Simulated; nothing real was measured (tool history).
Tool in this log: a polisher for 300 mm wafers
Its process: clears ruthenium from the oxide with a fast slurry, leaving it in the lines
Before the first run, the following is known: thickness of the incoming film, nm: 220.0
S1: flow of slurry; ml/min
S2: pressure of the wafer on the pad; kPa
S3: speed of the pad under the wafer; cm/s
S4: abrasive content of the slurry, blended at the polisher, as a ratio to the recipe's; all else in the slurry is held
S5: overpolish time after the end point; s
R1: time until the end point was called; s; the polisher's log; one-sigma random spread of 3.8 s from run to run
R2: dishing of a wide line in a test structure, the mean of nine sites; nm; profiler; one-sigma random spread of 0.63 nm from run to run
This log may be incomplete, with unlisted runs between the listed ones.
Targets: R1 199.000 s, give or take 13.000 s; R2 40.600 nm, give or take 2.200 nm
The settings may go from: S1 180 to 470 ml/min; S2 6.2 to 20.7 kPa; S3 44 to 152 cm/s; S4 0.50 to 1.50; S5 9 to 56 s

run,hour,S1,S2,S3,S4,S5,R1,R2
1,0.0,300,13.1,98,1.00,29,82.152,51.150
2,8.0,245,13.1,98,1.00,29,78.624,50.677
3,10.8,245,13.1,84,1.00,29,86.925,49.069
4,16.9,250,11.7,74,1.00,32,103.630,46.656
5,21.2,250,9.0,74,1.00,32,138.000,38.010
6,27.7,250,8.3,70,1.00,35,154.790,37.303
7,33.8,250,7.6,68,1.00,38,168.370,36.074
8,42.6,250,7.6,66,1.00,41,168.740,38.394
9,50.0,250,7.6,64,1.00,43,175.700,39.076
10,51.1,250,7.6,64,1.00,45,176.760,40.517
11,59.8,250,7.6,64,1.00,46,170.600,42.164
12,60.8,250,7.6,64,1.00,47,168.080,42.259
13,63.8,250,7.6,62,1.00,48,170.180,40.950
14,68.1,250,7.6,62,1.00,50,177.760,43.601

Exactly one of the 4 candidate moves below puts every result within its allowed miss. Which one?
A,72.4,215,8.3,52,1.05,55,?,?
B,72.4,225,8.3,86,0.90,48,?,?
C,72.4,245,6.2,72,1.00,52,?,?
D,72.4,195,6.2,82,0.90,46,?,?

move,R1,R2
A,174.650,47.136
B,145.630,48.768
C,197.980,40.976
D,199.420,36.924
A: lands further from the targets than the last run did
B: lands further from the targets than the last run did
C: hits every target within its allowed miss
D: brings the last run's worst result on target, with another outside its allowed miss
C meets every target.
